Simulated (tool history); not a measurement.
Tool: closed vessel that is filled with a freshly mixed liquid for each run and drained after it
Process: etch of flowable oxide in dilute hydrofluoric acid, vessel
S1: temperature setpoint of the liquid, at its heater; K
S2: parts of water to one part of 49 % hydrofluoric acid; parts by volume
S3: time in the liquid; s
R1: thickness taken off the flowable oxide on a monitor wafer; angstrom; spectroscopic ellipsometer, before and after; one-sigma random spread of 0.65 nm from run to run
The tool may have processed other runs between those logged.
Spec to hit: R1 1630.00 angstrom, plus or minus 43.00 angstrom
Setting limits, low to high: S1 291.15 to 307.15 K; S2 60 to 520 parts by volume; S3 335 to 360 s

Run 1, hour 0.0: S1 299.15 K, S2 290 parts by volume, S3 335 s. Result: R1 459.86 angstrom.
Run 2, hour 0.6: S1 299.15 K, S2 200 parts by volume, S3 335 s. Result: R1 742.85 angstrom.
Run 3, hour 3.1: S1 300.65 K, S2 180 parts by volume, S3 335 s. Result: R1 886.87 angstrom.
Run 4, hour 8.0: S1 301.65 K, S2 170 parts by volume, S3 335 s. Result: R1 991.17 angstrom.
Run 5, hour 10.7: S1 302.65 K, S2 160 parts by volume, S3 335 s. Result: R1 1108.20 angstrom.
Run 6, hour 13.5: S1 303.65 K, S2 155 parts by volume, S3 335 s. Result: R1 1180.10 angstrom.
Run 7, hour 22.5: S1 304.15 K, S2 150 parts by volume, S3 335 s. Result: R1 1248.10 angstrom.
Run 8, hour 29.8: S1 304.65 K, S2 145 parts by volume, S3 335 s. Result: R1 1335.70 angstrom.
Run 9, hour 36.4: S1 305.15 K, S2 145 parts by volume, S3 335 s. Result: R1 1350.90 angstrom.
Run 10, hour 37.5: S1 305.65 K, S2 140 parts by volume, S3 335 s. Result: R1 1441.00 angstrom.
Run 11, hour 44.9: S1 306.15 K, S2 140 parts by volume, S3 335 s. Result: R1 1466.20 angstrom.
Run 12, hour 50.1: S1 306.65 K, S2 135 parts by volume, S3 335 s. Result: R1 1559.90 angstrom.
Run 13, hour 56.6: S1 307.15 K, S2 135 parts by volume, S3 335 s. Result: R1 1572.90 angstrom.
Run 14, hour 60.4: S1 307.15 K, S2 125 parts by volume, S3 335 s. Result: R1 1731.70 angstrom.
At hour 63.2: thermometer replaced.
Run 15, hour 63.2: S1 306.65 K, S2 125 parts by volume, S3 335 s. Result: R1 1558.50 angstrom.

Below are 5 possible settings for the next run. Only one of them brings all results inside the allowed miss of their targets. Which is it?
Run A, hour 66.0: S1 302.65 K, S2 120 parts by volume, S3 355 s. Result: R1 ?.
Run B, hour 66.0: S1 307.15 K, S2 140 parts by volume, S3 360 s. Result: R1 ?.
Run C, hour 66.0: S1 306.65 K, S2 135 parts by volume, S3 335 s. Result: R1 ?.
Run D, hour 66.0: S1 307.15 K, S2 130 parts by volume, S3 340 s. Result: R1 ?.
Run E, hour 66.0: S1 304.15 K, S2 115 parts by volume, S3 345 s. Result: R1 ?.

move       R1
   A  1510.30
   B  1500.30
   C  1433.10
   D  1548.40
   E  1629.80
A: its largest miss is bigger than the last run's
B: its largest miss is bigger than the last run's
C: its largest miss is bigger than the last run's
D: its largest miss is bigger than the last run's
E: each result inside its tolerance
The move that meets every target is E.

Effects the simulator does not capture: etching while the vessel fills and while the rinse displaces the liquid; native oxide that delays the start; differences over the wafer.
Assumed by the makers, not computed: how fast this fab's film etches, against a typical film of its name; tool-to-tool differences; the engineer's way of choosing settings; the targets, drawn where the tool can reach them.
